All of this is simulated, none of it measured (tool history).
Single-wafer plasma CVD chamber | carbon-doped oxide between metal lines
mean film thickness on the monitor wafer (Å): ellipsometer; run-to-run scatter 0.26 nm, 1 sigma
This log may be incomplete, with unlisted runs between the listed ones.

run,hour,heater temperature setpoint (deg C),chamber pressure (Pa),RF power (kW),deposition time (s),mean film thickness on the monitor wafer (Å)
1,0.0,340,824,0.550,12.4,715.20
2,2.2,336,855,0.555,12.4,729.37
3,7.1,336,800,0.555,12.4,723.89
4,13.4,333,832,0.560,12.4,740.59
5,18.5,333,832,0.560,12.4,740.36
# hour 22.8: thermocouple changed; heater temperature recalibrated
6,22.8,331,847,0.560,12.4,736.56
7,30.7,330,853,0.570,12.4,744.91

Run 8, settings as shown, results not yet in. Your forecast:
8,38.8,329,857,0.580,12.4,?

mean film thickness on the monitor wafer (Å): 758.33
